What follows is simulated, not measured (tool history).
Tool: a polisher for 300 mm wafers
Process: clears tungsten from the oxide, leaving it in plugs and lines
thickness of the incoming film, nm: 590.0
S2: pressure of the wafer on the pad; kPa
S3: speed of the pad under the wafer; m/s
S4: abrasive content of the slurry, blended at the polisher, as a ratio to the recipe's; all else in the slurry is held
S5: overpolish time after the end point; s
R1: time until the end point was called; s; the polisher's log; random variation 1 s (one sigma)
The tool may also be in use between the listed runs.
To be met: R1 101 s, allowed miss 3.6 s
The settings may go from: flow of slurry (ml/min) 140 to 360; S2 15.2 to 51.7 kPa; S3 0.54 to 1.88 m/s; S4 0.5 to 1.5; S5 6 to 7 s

run 1 hour=0 | flow_of_slurry_(ml/min)=230 S2=33.1 S3=1.2 S4=1 S5=7 | R1=72.778
run 2 hour=7.9 | flow_of_slurry_(ml/min)=230 S2=29.6 S3=1.2 S4=1 S5=7 | R1=79.825
run 3 hour=9.8 | flow_of_slurry_(ml/min)=230 S2=29.6 S3=1.2 S4=1 S5=7 | R1=80.248
run 4 hour=16 | flow_of_slurry_(ml/min)=230 S2=29.6 S3=1.2 S4=1.1 S5=7 | R1=79.402
run 5 hour=19.2 | flow_of_slurry_(ml/min)=230 S2=33.1 S3=1.2 S4=1.1 S5=7 | R1=69.828
run 6 hour=21 | flow_of_slurry_(ml/min)=230 S2=33.1 S3=1.2 S4=1.1 S5=6 | R1=70.229
run 7 hour=21.6 | flow_of_slurry_(ml/min)=230 S2=29.6 S3=1.2 S4=1.1 S5=6 | R1=77.304
run 8 hour=28.4 | flow_of_slurry_(ml/min)=230 S2=26.9 S3=1.2 S4=1.1 S5=6 | R1=87.824
run 9 hour=33.5 | flow_of_slurry_(ml/min)=230 S2=25.5 S3=1.2 S4=1.1 S5=6 | R1=89.285
run 10 hour=38.9 | flow_of_slurry_(ml/min)=230 S2=24.1 S3=1.2 S4=1.1 S5=6 | R1=96.597

5 next moves are on the table. One of them brings every result within its allowed miss. Which?
run A hour=44.3 | flow_of_slurry_(ml/min)=250 S2=26.9 S3=1.16 S4=0.9 S5=7 | R1=?
run B hour=44.3 | flow_of_slurry_(ml/min)=280 S2=25.5 S3=1.16 S4=0.95 S5=6 | R1=?
run C hour=44.3 | flow_of_slurry_(ml/min)=225 S2=31.7 S3=1.02 S4=0.9 S5=7 | R1=?
run D hour=44.3 | flow_of_slurry_(ml/min)=170 S2=25.5 S3=1.28 S4=0.9 S5=6 | R1=?
run E hour=44.3 | flow_of_slurry_(ml/min)=185 S2=25.5 S3=1.12 S4=1.1 S5=7 | R1=?

move=A R1=92.806
move=B R1=95.071
move=C R1=90.775
move=D R1=93.879
move=E R1=99.9
A: further off than the last run
B: further off than the last run
C: further off than the last run
D: further off than the last run
E: meets every target
Move E is the one to make.
